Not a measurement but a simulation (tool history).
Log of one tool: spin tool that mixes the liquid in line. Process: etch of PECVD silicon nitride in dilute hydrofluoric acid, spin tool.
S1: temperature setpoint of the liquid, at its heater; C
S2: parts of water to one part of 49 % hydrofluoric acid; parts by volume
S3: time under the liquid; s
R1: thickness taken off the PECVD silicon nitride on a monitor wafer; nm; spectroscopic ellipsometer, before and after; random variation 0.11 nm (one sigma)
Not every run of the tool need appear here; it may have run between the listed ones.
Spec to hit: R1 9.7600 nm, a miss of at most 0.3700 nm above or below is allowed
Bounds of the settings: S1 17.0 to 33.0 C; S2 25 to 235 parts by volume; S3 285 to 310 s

| run | hour | S1 | S2 | S3 | R1 |
|---|---|---|---|---|---|
| 1 | 0.0 | 25.0 | 130 | 285 | 4.7279 |
| 2 | 1.5 | 22.5 | 130 | 285 | 3.9143 |
| 3 | 3.5 | 22.5 | 130 | 285 | 3.9049 |
| 4 | 11.0 | 22.5 | 130 | 310 | 4.2776 |
| 5 | 12.7 | 22.5 | 175 | 310 | 3.1966 |
| 6 | 19.7 | 25.0 | 165 | 310 | 3.9353 |
| 7 | 24.5 | 29.0 | 115 | 310 | 7.4029 |
| 8 | 28.6 | 30.0 | 115 | 310 | 7.8452 |
| 9 | 35.7 | 30.5 | 115 | 310 | 7.9388 |
| 10 | 42.2 | 31.0 | 115 | 310 | 8.3161 |
| 11 | 49.8 | 31.5 | 115 | 310 | 8.4558 |
| 12 | 56.3 | 32.0 | 115 | 310 | 8.8048 |

Pick the move, out of 4, that brings all results within their allowed miss; only one does.
| A | 62.8 | 31.0 | 115 | 285 | ? |
| B | 62.8 | 28.0 | 80 | 305 | ? |
| C | 62.8 | 32.0 | 110 | 285 | ? |
| D | 62.8 | 28.5 | 100 | 290 | ? |

| move | R1 |
|---|---|
| A | 7.4900 |
| B | 9.5465 |
| C | 8.3327 |
| D | 7.5009 |
A: lands further from the targets than the last run did
B: hits every target within its allowed miss
C: lands further from the targets than the last run did
D: lands further from the targets than the last run did
Move B is the one to make.
